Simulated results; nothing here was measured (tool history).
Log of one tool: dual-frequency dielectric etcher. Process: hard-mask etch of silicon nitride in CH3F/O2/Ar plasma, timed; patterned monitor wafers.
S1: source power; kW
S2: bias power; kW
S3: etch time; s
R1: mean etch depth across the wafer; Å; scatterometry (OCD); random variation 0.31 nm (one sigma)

run 1 day=0 | S1=0.49 S2=0.07 S3=113 | R1=900.63
run 2 day=0.342 | S1=0.46 S2=0.07 S3=113 | R1=867.39
run 3 day=0.45 | S1=0.46 S2=0.07 S3=113 | R1=866.57
run 4 day=0.717 | S1=0.46 S2=0.077 S3=113 | R1=906.24
run 5 day=0.85 | S1=0.46 S2=0.077 S3=103.5 | R1=825.27
run 6 day=1.075 | S1=0.55 S2=0.077 S3=103.5 | R1=906.9

Run 7 has not been measured yet. What should we expect?
run 7 day=1.162 | S1=0.45 S2=0.075 S3=103.5 | R1=?

{"run 7": {"R1": 810.64}}

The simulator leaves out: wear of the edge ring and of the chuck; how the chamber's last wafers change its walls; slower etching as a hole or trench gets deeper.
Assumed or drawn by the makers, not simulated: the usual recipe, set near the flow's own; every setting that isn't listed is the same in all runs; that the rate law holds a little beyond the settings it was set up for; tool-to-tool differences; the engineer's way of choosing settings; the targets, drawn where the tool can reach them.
